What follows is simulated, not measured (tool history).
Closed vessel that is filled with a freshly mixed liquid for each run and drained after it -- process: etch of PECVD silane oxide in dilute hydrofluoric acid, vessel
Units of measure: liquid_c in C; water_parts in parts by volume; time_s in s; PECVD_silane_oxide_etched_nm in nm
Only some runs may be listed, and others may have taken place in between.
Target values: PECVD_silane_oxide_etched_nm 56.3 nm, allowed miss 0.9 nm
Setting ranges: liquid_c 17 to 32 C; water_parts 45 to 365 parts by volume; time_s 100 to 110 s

Run 1, hour 0: liquid_c 24 C, water_parts 205 parts by volume, time_s 100 s. Result: PECVD_silane_oxide_etched_nm 18.614 nm.
Run 2, hour 4.6: liquid_c 26 C, water_parts 170 parts by volume, time_s 100 s. Result: PECVD_silane_oxide_etched_nm 25.216 nm.
Run 3, hour 13: liquid_c 26 C, water_parts 170 parts by volume, time_s 110 s. Result: PECVD_silane_oxide_etched_nm 28.018 nm.
Run 4, hour 21.8: liquid_c 26 C, water_parts 170 parts by volume, time_s 110 s. Result: PECVD_silane_oxide_etched_nm 27.887 nm.
Run 5, hour 23.8: liquid_c 26 C, water_parts 220 parts by volume, time_s 110 s. Result: PECVD_silane_oxide_etched_nm 20.337 nm.
Run 6, hour 25.1: liquid_c 26 C, water_parts 245 parts by volume, time_s 110 s. Result: PECVD_silane_oxide_etched_nm 17.904 nm.
Run 7, hour 29.6: liquid_c 27.5 C, water_parts 205 parts by volume, time_s 110 s. Result: PECVD_silane_oxide_etched_nm 23.233 nm.
Run 8, hour 34.7: liquid_c 28.5 C, water_parts 170 parts by volume, time_s 110 s. Result: PECVD_silane_oxide_etched_nm 30.59 nm.
Run 9, hour 42.9: liquid_c 32 C, water_parts 90 parts by volume, time_s 110 s. Result: PECVD_silane_oxide_etched_nm 73.626 nm.
Run 10, hour 51.8: liquid_c 31 C, water_parts 90 parts by volume, time_s 110 s. Result: PECVD_silane_oxide_etched_nm 70.785 nm.
Run 11, hour 55.6: liquid_c 30 C, water_parts 90 parts by volume, time_s 110 s. Result: PECVD_silane_oxide_etched_nm 67.735 nm.
Run 12, hour 61.8: liquid_c 29 C, water_parts 90 parts by volume, time_s 110 s. Result: PECVD_silane_oxide_etched_nm 65.274 nm.
Run 13, hour 62.8: liquid_c 28 C, water_parts 90 parts by volume, time_s 110 s. Result: PECVD_silane_oxide_etched_nm 62.497 nm.
Run 14, hour 71.9: liquid_c 27.5 C, water_parts 90 parts by volume, time_s 110 s. Result: PECVD_silane_oxide_etched_nm 61.482 nm.
Run 15, hour 74.9: liquid_c 27 C, water_parts 90 parts by volume, time_s 110 s. Result: PECVD_silane_oxide_etched_nm 60.603 nm.
Run 16, hour 78.9: liquid_c 26.5 C, water_parts 90 parts by volume, time_s 110 s. Result: PECVD_silane_oxide_etched_nm 58.993 nm.
Run 17, hour 81.3: liquid_c 26 C, water_parts 90 parts by volume, time_s 110 s. Result: PECVD_silane_oxide_etched_nm 58.419 nm.

5 candidate next runs follow, results not yet known. Just one meets every target within its allowed miss. Identify it.
Run A, hour 83.7: liquid_c 25.5 C, water_parts 90 parts by volume, time_s 105 s. Result: PECVD_silane_oxide_etched_nm ?.
Run B, hour 83.7: liquid_c 27 C, water_parts 95 parts by volume, time_s 105 s. Result: PECVD_silane_oxide_etched_nm ?.
Run C, hour 83.7: liquid_c 28 C, water_parts 95 parts by volume, time_s 105 s. Result: PECVD_silane_oxide_etched_nm ?.
Run D, hour 83.7: liquid_c 24.5 C, water_parts 90 parts by volume, time_s 110 s. Result: PECVD_silane_oxide_etched_nm ?.
Run E, hour 83.7: liquid_c 26 C, water_parts 80 parts by volume, time_s 100 s. Result: PECVD_silane_oxide_etched_nm ?.

move  PECVD_silane_oxide_etched_nm
   A                        54.714
   B                        54.601
   C                        56.746
   D                        55.096
   E                        60.579
A: takes the result that was furthest off past its target
B: takes the result that was furthest off past its target
C: meets every target
D: takes the result that was furthest off past its target
E: its largest miss is bigger than the last run's
The right move is C.

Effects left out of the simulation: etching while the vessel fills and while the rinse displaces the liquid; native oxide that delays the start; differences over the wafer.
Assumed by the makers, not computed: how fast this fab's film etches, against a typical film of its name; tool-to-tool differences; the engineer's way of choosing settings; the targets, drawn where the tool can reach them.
